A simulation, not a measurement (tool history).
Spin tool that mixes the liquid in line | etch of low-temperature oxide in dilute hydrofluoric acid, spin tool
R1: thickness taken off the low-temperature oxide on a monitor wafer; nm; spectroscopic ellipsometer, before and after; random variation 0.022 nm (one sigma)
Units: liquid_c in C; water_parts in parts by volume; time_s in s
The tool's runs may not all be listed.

Run 1, day 0: liquid_c 21 C, water_parts 245 parts by volume, time_s 50 s. Result: R1 3.332 nm.
Run 2, day 0.221: liquid_c 21 C, water_parts 325 parts by volume, time_s 50 s. Result: R1 2.326 nm.
Run 3, day 0.262: liquid_c 22 C, water_parts 305 parts by volume, time_s 50 s. Result: R1 2.609 nm.
Run 4, day 0.388: liquid_c 22.5 C, water_parts 290 parts by volume, time_s 50 s. Result: R1 2.8289 nm.
Run 5, day 0.738: liquid_c 22.5 C, water_parts 290 parts by volume, time_s 40 s. Result: R1 2.2675 nm.
Run 6, day 0.996: liquid_c 22.5 C, water_parts 255 parts by volume, time_s 40 s. Result: R1 2.6677 nm.
Run 7, day 1.312: liquid_c 22.5 C, water_parts 235 parts by volume, time_s 40 s. Result: R1 2.9818 nm.

The next listed run, before its measurement:
Run 8, day 1.629: liquid_c 22.5 C, water_parts 215 parts by volume, time_s 40 s. Result: R1 ?.

R1: 3.3077 nm
